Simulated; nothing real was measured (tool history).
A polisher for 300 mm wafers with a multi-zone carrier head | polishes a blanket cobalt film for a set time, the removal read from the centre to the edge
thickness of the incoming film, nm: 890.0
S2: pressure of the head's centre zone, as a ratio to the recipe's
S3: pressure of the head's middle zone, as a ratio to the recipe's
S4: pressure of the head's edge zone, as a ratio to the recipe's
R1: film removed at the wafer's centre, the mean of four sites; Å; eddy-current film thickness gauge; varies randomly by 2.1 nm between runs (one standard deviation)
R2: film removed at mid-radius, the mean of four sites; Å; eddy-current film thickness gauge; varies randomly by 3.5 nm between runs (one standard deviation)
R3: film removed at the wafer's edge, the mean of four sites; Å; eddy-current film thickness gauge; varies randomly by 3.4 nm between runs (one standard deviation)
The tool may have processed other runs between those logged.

run 1 hour=0.0 | flow_of_slurry_(ml/min)=280 S2=1.00 S3=1.00 S4=1.00 polishing_time_(s)=42 | R1=1942.8 R2=1921.3 R3=1936.1
run 2 hour=2.6 | flow_of_slurry_(ml/min)=280 S2=1.05 S3=1.00 S4=1.00 polishing_time_(s)=42 | R1=2069.9 R2=1918.5 R3=1981.0
run 3 hour=4.4 | flow_of_slurry_(ml/min)=275 S2=1.04 S3=1.02 S4=1.03 polishing_time_(s)=45 | R1=2207.1 R2=2101.5 R3=2108.7
run 4 hour=12.2 | flow_of_slurry_(ml/min)=275 S2=1.04 S3=0.96 S4=1.03 polishing_time_(s)=45 | R1=2210.3 R2=2014.0 R3=2094.3
run 5 hour=19.0 | flow_of_slurry_(ml/min)=275 S2=1.12 S3=0.96 S4=1.03 polishing_time_(s)=45 | R1=2364.3 R2=2028.0 R3=2126.2
run 6 hour=21.4 | flow_of_slurry_(ml/min)=275 S2=1.12 S3=0.96 S4=1.11 polishing_time_(s)=45 | R1=2389.3 R2=1989.5 R3=2191.1
run 7 hour=24.9 | flow_of_slurry_(ml/min)=280 S2=1.08 S3=0.99 S4=1.13 polishing_time_(s)=48 | R1=2440.8 R2=2225.6 R3=2360.1
run 8 hour=33.6 | flow_of_slurry_(ml/min)=285 S2=1.05 S3=1.00 S4=1.14 polishing_time_(s)=50 | R1=2453.3 R2=2273.9 R3=2563.5
run 9 hour=34.7 | flow_of_slurry_(ml/min)=290 S2=1.04 S3=1.04 S4=1.14 polishing_time_(s)=51 | R1=2506.2 R2=2390.1 R3=2574.2
run 10 hour=35.8 | flow_of_slurry_(ml/min)=290 S2=1.02 S3=1.07 S4=1.14 polishing_time_(s)=52 | R1=2492.1 R2=2559.3 R3=2607.8

Run 11, settings as shown, results not yet in. Your forecast:
run 11 hour=38.3 | flow_of_slurry_(ml/min)=295 S2=1.01 S3=1.08 S4=1.15 polishing_time_(s)=53 | R1=? R2=? R3=?

Logged for run 11: R1 2553.3 Å, R2 2608.2 Å, R3 2676.0 Å.

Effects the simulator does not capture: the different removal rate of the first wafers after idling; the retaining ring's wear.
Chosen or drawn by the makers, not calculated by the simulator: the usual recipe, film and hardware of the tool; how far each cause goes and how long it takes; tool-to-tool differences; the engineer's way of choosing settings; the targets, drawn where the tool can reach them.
